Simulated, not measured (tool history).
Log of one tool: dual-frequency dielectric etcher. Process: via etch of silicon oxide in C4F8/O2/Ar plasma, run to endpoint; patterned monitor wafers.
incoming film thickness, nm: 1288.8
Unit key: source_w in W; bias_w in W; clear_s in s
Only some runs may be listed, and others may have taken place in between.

{"run": 1, "day": 0.0, "source_w": 1370, "bias_w": 1585, "clear_s": 278.85}
{"run": 2, "day": 0.308, "source_w": 1240, "bias_w": 1585, "clear_s": 291.51}
{"run": 3, "day": 0.525, "source_w": 1240, "bias_w": 1786, "clear_s": 284.25}
{"run": 4, "day": 0.65, "source_w": 1030, "bias_w": 1786, "clear_s": 293.13}
{"run": 5, "day": 0.812, "source_w": 1150, "bias_w": 1862, "clear_s": 284.29}
{"run": 6, "day": 0.933, "source_w": 1150, "bias_w": 2082, "clear_s": 274.45}

Expected results for the next run?
{"run": 7, "day": 1.171, "source_w": 1240, "bias_w": 2106, "clear_s": "?"}

clear_s: 268.14 s
